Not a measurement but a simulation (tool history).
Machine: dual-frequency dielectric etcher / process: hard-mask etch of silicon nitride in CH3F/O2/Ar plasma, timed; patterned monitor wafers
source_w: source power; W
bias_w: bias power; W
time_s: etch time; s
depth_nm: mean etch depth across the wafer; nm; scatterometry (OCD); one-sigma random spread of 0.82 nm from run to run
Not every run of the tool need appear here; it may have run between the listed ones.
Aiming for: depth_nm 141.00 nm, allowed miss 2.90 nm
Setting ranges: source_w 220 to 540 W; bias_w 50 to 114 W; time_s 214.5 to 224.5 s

{"run": 1, "hour": 0.0, "source_w": 380, "bias_w": 82, "time_s": 214.5, "depth_nm": 153.02}
{"run": 2, "hour": 8.4, "source_w": 370, "bias_w": 82, "time_s": 214.5, "depth_nm": 152.07}
{"run": 3, "hour": 11.1, "source_w": 360, "bias_w": 82, "time_s": 214.5, "depth_nm": 150.79}
{"run": 4, "hour": 16.3, "source_w": 360, "bias_w": 82, "time_s": 224.5, "depth_nm": 157.26}
{"hour": 18.5, "done": "bias power generator calibrated"}
{"run": 5, "hour": 18.5, "source_w": 350, "bias_w": 82, "time_s": 224.5, "depth_nm": 156.26}
{"run": 6, "hour": 22.3, "source_w": 350, "bias_w": 82, "time_s": 224.5, "depth_nm": 157.76}
{"run": 7, "hour": 26.9, "source_w": 350, "bias_w": 82, "time_s": 224.5, "depth_nm": 157.2}
{"run": 8, "hour": 32.9, "source_w": 340, "bias_w": 81, "time_s": 224.5, "depth_nm": 154.13}
{"run": 9, "hour": 39.9, "source_w": 330, "bias_w": 81, "time_s": 224.5, "depth_nm": 153.82}
{"run": 10, "hour": 44.7, "source_w": 320, "bias_w": 80, "time_s": 224.5, "depth_nm": 152.5}
{"run": 11, "hour": 47.2, "source_w": 310, "bias_w": 79, "time_s": 224.5, "depth_nm": 147.46}
{"run": 12, "hour": 49.3, "source_w": 310, "bias_w": 79, "time_s": 224.5, "depth_nm": 149.72}
{"run": 13, "hour": 56.0, "source_w": 300, "bias_w": 79, "time_s": 224.5, "depth_nm": 149.54}
{"run": 14, "hour": 56.6, "source_w": 290, "bias_w": 78, "time_s": 224.5, "depth_nm": 146.94}
{"run": 15, "hour": 60.8, "source_w": 280, "bias_w": 78, "time_s": 224.5, "depth_nm": 145.83}

Pick the move, out of 4, that brings all results within their allowed miss; only one does.
{"run": "A", "hour": 65.0, "source_w": 260, "bias_w": 83, "time_s": 224.5, "depth_nm": "?"}
{"run": "B", "hour": 65.0, "source_w": 290, "bias_w": 83, "time_s": 224.5, "depth_nm": "?"}
{"run": "C", "hour": 65.0, "source_w": 340, "bias_w": 73, "time_s": 214.5, "depth_nm": "?"}
{"run": "D", "hour": 65.0, "source_w": 330, "bias_w": 80, "time_s": 221.5, "depth_nm": "?"}

move=A depth_nm=145.87
move=B depth_nm=150.07
move=C depth_nm=141.88
move=D depth_nm=150.97
A: no nearer and no further than the last run
B: moves away from the targets compared with the last run
C: in spec on every target
D: moves away from the targets compared with the last run
C is the move that brings every result within its allowed miss.
